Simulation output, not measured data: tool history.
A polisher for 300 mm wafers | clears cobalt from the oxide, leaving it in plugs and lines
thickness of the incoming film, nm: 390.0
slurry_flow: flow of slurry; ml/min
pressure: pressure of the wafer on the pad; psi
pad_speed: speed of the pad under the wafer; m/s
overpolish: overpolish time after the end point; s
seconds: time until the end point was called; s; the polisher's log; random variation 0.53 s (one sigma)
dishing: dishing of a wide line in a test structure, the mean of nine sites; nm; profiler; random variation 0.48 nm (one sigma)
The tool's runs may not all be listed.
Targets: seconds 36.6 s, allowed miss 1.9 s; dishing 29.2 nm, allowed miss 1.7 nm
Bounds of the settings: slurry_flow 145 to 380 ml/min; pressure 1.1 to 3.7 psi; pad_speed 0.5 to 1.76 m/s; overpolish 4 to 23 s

run	hour	slurry_flow	pressure	pad_speed	overpolish	seconds	dishing
1	0	245	2.4	1.12	12	54.452	45.231
2	5.5	245	2.4	0.88	12	64.939	42.449
3	7.5	245	2.4	0.88	10	63.966	37.283
4	12	240	2.5	0.9	9	59.61	36.76
5	13.6	240	2.2	0.9	9	69.082	32.831
6	20.5	230	2.2	0.98	8	65.041	32.048
7	29.2	220	2.2	1.06	8	60.13	33.207
8	30.2	210	2.2	1.14	8	58.103	33.868
9	37.8	280	2.8	1.1	4	47.01	24.985
10	42.8	280	2.9	1.1	4	44.487	25.609
11	43.5	270	3.2	1.12	4	39.218	27.274
12	44.9	265	3.3	1.12	4	38.894	27.695

Which of these 4 next moves meets every target?
A	46.3	285	3.3	1.18	4	?	?
B	46.3	280	3.2	1.08	4	?	?
C	46.3	335	3.2	1.06	4	?	?
D	46.3	245	2.9	1.1	4	?	?

move	seconds	dishing
A	37.378	30.043
B	41.314	27.861
C	41.356	27.84
D	45.33	25.931
A: meets every target
B: further off than the last run
C: further off than the last run
D: further off than the last run
Answer: A

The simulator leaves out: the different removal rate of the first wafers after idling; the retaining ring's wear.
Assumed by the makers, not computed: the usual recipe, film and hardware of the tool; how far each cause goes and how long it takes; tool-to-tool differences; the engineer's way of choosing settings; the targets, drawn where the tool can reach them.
